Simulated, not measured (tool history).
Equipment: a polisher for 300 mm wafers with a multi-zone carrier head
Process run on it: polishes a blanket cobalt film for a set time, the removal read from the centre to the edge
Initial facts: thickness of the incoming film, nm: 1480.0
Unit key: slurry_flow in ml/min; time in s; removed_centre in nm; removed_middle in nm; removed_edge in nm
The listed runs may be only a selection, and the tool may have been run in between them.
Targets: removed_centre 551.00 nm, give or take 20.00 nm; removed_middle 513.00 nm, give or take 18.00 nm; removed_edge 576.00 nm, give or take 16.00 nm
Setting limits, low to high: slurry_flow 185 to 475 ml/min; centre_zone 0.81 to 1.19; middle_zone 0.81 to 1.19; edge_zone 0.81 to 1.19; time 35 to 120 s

run  hour  slurry_flow  centre_zone  middle_zone  edge_zone  time  removed_centre  removed_middle  removed_edge
  1   0.0          305         1.00         1.00       1.00    77          400.84          401.50        390.11
  2   1.0          305         1.00         0.99       1.02    79          399.89          410.89        404.44
  3   6.8          305         1.01         0.98       1.03    81          419.00          416.02        417.14
  4   7.7          305         1.01         0.97       1.04    83          421.88          421.21        430.42
  5  12.6          305         1.01         0.97       1.08    83          430.39          419.52        438.55
  6  17.4          305         1.01         0.97       1.16    83          432.07          419.35        453.88
  7  21.1          305         1.01         0.97       1.16    85          444.64          434.12        469.49
  8  28.8          305         1.01         0.97       1.16    86          453.32          434.54        475.65
  9  36.5          305         1.01         0.97       1.16    87          455.33          447.03        477.54
 10  39.4          305         1.01         0.96       1.16    88          455.65          451.39        484.09
 11  43.6          305         1.02         0.95       1.16    89          469.84          440.73        491.54
 12  52.2          305         1.02         0.95       1.16    90          468.37          454.52        497.88
 13  59.9          305         1.03         0.95       1.16    91          479.14          455.27        498.64
 14  67.7          310         1.03         0.95       1.16    92          485.51          461.15        500.50
 15  69.4          310         1.03         0.95       1.16    93          496.77          467.27        511.87
 16  71.6          310         1.03         0.95       1.16    94          503.60          475.79        519.11
 17  72.4          310         1.03         0.95       1.16    95          502.43          479.66        515.15
 18  78.9          310         1.03         0.95       1.16    96          510.09          476.42        524.07
 19  84.0          310         1.03         0.95       1.16    97          520.28          488.74        534.37

Which of these 5 next moves meets every target?
  A  89.1          355         1.05         1.00       1.07    91               ?               ?             ?
  B  89.1          300         1.09         0.91       1.19    95               ?               ?             ?
  C  89.1          255         1.03         0.93       1.17   105               ?               ?             ?
  D  89.1          315         1.09         1.01       1.11    98               ?               ?             ?
  E  89.1          240         0.87         0.87       1.19   108               ?               ?             ?

move  removed_centre  removed_middle  removed_edge
   A          510.98          485.13        485.36
   B          546.34          462.25        530.85
   C          562.61          513.94        575.90
   D          566.21          522.33        529.00
   E          485.26          498.12        595.90
A: the biggest miss grows against the last run
B: the biggest miss grows against the last run
C: each result inside its tolerance
D: the biggest miss grows against the last run
E: pushes the last run's worst result past its target
C is the move that brings every result within its allowed miss.
